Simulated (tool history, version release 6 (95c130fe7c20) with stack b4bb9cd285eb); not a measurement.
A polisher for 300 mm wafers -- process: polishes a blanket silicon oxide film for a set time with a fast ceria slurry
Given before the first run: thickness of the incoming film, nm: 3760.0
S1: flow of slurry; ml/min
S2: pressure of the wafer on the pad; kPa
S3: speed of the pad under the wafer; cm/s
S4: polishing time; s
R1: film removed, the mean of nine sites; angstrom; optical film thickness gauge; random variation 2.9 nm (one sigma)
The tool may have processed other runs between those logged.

{"run": 1, "hour": 0.0, "S1": 320, "S2": 17.2, "S3": 78, "S4": 89, "R1": 8803.6}
{"run": 2, "hour": 8.2, "S1": 315, "S2": 13.8, "S3": 66, "S4": 89, "R1": 6156.2}
{"run": 3, "hour": 15.7, "S1": 315, "S2": 13.8, "S3": 66, "S4": 89, "R1": 6053.9}
{"run": 4, "hour": 18.2, "S1": 310, "S2": 11.7, "S3": 60, "S4": 89, "R1": 4685}
{"run": 5, "hour": 23.1, "S1": 305, "S2": 10.3, "S3": 58, "S4": 89, "R1": 4053.1}
{"run": 6, "hour": 26.5, "S1": 295, "S2": 9.7, "S3": 58, "S4": 89, "R1": 3790.5}
{"run": 7, "hour": 29.4, "S1": 275, "S2": 9, "S3": 58, "S4": 89, "R1": 3484.7}
{"hour": 32.5, "done": "worn pad replaced by a new one"}
{"run": 8, "hour": 32.5, "S1": 275, "S2": 9, "S3": 58, "S4": 89, "R1": 3680.4}
{"run": 9, "hour": 38.2, "S1": 275, "S2": 8.3, "S3": 56, "S4": 89, "R1": 3395.3}

Run 10 comes next. What will it give?
{"run": 10, "hour": 47.0, "S1": 270, "S2": 8.3, "S3": 56, "S4": 89, "R1": "?"}

R1: 3365.7 angstrom

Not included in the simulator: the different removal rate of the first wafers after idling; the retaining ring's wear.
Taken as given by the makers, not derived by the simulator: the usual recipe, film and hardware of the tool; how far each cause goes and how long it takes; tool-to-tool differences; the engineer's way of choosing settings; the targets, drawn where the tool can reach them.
